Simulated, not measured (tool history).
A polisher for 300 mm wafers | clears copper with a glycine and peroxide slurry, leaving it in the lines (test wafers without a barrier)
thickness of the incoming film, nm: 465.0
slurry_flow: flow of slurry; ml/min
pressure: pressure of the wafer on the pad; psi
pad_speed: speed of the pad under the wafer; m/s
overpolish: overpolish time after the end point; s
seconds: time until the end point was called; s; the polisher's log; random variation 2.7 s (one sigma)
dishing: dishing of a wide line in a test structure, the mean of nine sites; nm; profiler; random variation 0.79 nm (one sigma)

Run 1, hour 0.0: slurry_flow 235 ml/min, pressure 1.8 psi, pad_speed 0.76 m/s, overpolish 16 s. Result: seconds 139.31 s, dishing 39.249 nm.
Run 2, hour 8.3: slurry_flow 200 ml/min, pressure 1.8 psi, pad_speed 0.76 m/s, overpolish 16 s. Result: seconds 147.35 s, dishing 38.704 nm.
Run 3, hour 10.8: slurry_flow 195 ml/min, pressure 1.7 psi, pad_speed 0.76 m/s, overpolish 17 s. Result: seconds 149.93 s, dishing 39.633 nm.
Run 4, hour 17.9: slurry_flow 190 ml/min, pressure 1.6 psi, pad_speed 0.74 m/s, overpolish 18 s. Result: seconds 154.51 s, dishing 39.743 nm.
Run 5, hour 19.3: slurry_flow 190 ml/min, pressure 1.6 psi, pad_speed 0.66 m/s, overpolish 18 s. Result: seconds 165.09 s, dishing 38.106 nm.
Run 6, hour 22.7: slurry_flow 190 ml/min, pressure 1.6 psi, pad_speed 0.66 m/s, overpolish 13 s. Result: seconds 168.65 s, dishing 28.354 nm.
Run 7, hour 24.5: slurry_flow 185 ml/min, pressure 1.5 psi, pad_speed 0.64 m/s, overpolish 15 s. Result: seconds 176.68 s, dishing 30.282 nm.

Forecast run 8:
Run 8, hour 28.9: slurry_flow 180 ml/min, pressure 1.5 psi, pad_speed 0.62 m/s, overpolish 16 s. Result: seconds ?, dishing ?.

seconds: 174.60 s
dishing: 32.122 nm
